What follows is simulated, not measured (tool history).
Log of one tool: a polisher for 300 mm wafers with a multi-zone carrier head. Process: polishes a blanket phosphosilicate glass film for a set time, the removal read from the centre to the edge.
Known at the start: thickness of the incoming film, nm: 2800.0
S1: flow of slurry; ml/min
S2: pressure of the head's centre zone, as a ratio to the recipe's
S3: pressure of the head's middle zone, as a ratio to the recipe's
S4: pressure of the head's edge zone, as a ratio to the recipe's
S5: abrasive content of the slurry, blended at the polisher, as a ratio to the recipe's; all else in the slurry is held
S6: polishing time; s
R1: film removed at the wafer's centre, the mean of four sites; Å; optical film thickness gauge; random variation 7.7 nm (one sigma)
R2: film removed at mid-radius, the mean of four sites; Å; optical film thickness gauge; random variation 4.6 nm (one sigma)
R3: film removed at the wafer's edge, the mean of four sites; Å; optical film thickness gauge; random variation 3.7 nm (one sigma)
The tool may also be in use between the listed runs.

run	hour	S1	S2	S3	S4	S5	S6	R1	R2	R3
1	0	215	1	1	1	1	40	3731.5	3795.9	3696.7
2	4.3	220	0.98	1.02	1.03	1.1	41	3940.7	4053.7	3967.1
3	7	220	0.98	1.02	1.03	1.1	45	4375.5	4419.3	4385.9
4	9.1	175	0.98	1.02	1.03	1.1	45	4140.7	4351.5	4328.7
5	11.8	175	0.98	1.02	1.03	1	45	4075.3	4228	4157.6
6	15.3	175	1.01	1.02	1.03	1	45	4155.4	4205.7	4187.1
7	23.3	175	0.99	1.05	1.05	1.1	46	4166.1	4565.4	4420.7
8	30.3	180	0.99	1.07	1.07	1.15	47	4321.7	4759.1	4675.2
9	31.8	240	0.92	1.17	1.08	1.4	51	5071.7	6199	5579.2
10	37.9	240	0.92	1.17	1.1	1.4	51	5057.4	6137.6	5579.3
11	40.3	240	0.91	1.17	1.11	1.4	51	5092.5	6173.1	5640.9
12	48.5	240	0.9	1.17	1.12	1.4	51	5051.3	6225.7	5623.9
13	50.3	235	0.89	1.16	1.13	1.4	51	5047.2	6159	5655.5

Forecast run 14:
14	55	230	0.88	1.16	1.14	1.4	51	?	?	?

{"run 14": {"R1": 4841.2, "R2": 6081.1, "R3": 5680.1}}

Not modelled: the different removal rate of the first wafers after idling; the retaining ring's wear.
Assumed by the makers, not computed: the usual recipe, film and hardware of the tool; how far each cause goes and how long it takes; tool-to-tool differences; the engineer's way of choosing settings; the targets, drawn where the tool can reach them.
